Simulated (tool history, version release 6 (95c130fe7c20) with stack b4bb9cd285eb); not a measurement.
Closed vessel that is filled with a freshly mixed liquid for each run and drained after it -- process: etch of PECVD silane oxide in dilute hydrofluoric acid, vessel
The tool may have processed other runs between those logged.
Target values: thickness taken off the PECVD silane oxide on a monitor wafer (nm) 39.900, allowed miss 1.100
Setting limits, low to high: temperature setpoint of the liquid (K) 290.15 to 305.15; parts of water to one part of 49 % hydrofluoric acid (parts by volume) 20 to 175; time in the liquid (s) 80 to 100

run	hour	temperature setpoint of the liquid (K)	parts of water to one part of 49 % hydrofluoric acid (parts by volume)	time in the liquid (s)	thickness taken off the PECVD silane oxide on a monitor wafer (nm)
1	0.0	297.15	95	100	25.980
2	6.5	297.15	120	100	20.150
3	15.0	299.65	110	100	24.471
4	21.9	299.65	110	80	19.612
5	25.9	301.15	90	80	25.975
6	31.4	302.15	80	80	30.737
7	38.7	302.15	80	80	30.838
8	45.0	305.15	65	80	43.576
9	48.1	304.65	65	80	42.941
10	55.6	304.15	65	80	42.105
11	56.7	303.65	65	80	41.029

Pick the move, out of 4, that brings all results within their allowed miss; only one does.
A	57.8	304.65	70	85	?
B	57.8	304.15	70	90	?
C	57.8	304.65	80	100	?
D	57.8	302.65	65	80	?

move	thickness taken off the PECVD silane oxide on a monitor wafer (nm)
A	41.755
B	43.377
C	42.332
D	39.488
A: lands further from the targets than the last run did
B: lands further from the targets than the last run did
C: lands further from the targets than the last run did
D: all results land within tolerance of their targets
The right move is D.
